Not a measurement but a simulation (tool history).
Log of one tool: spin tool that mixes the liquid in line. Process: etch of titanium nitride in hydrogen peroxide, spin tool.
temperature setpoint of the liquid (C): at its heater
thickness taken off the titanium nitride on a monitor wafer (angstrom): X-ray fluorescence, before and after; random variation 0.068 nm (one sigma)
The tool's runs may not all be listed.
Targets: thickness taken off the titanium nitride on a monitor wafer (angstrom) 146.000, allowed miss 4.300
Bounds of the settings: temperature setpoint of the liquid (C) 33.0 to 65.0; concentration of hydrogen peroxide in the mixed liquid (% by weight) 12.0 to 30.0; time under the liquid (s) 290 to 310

run	hour	temperature setpoint of the liquid (C)	concentration of hydrogen peroxide in the mixed liquid (% by weight)	time under the liquid (s)	thickness taken off the titanium nitride on a monitor wafer (angstrom)
1	0.0	49.0	20.5	290	71.435
2	6.0	52.0	20.5	290	89.910
3	12.8	52.0	23.5	290	92.196
4	15.6	52.0	23.5	290	92.722
5	20.0	54.0	23.5	290	106.980
6	24.7	49.5	23.5	290	76.669
7	32.1	52.0	23.5	290	91.516
8	33.6	54.0	23.5	290	106.320
9	41.1	55.5	23.5	290	118.450
10	49.0	56.5	23.5	290	127.440
11	56.5	57.0	23.5	290	130.610
12	61.6	57.5	23.5	290	135.150
13	63.3	58.0	23.5	290	140.680

4 next moves are on the table. One of them brings every result within its allowed miss. Which?
A	65.0	58.0	22.5	290	?
B	65.0	57.0	28.0	310	?
C	65.0	56.0	25.0	310	?
D	65.0	56.0	29.0	310	?

move	thickness taken off the titanium nitride on a monitor wafer (angstrom)
A	139.320
B	145.800
C	132.680
D	137.080
A: further off than the last run
B: meets every target
C: further off than the last run
D: further off than the last run
The right move is B.

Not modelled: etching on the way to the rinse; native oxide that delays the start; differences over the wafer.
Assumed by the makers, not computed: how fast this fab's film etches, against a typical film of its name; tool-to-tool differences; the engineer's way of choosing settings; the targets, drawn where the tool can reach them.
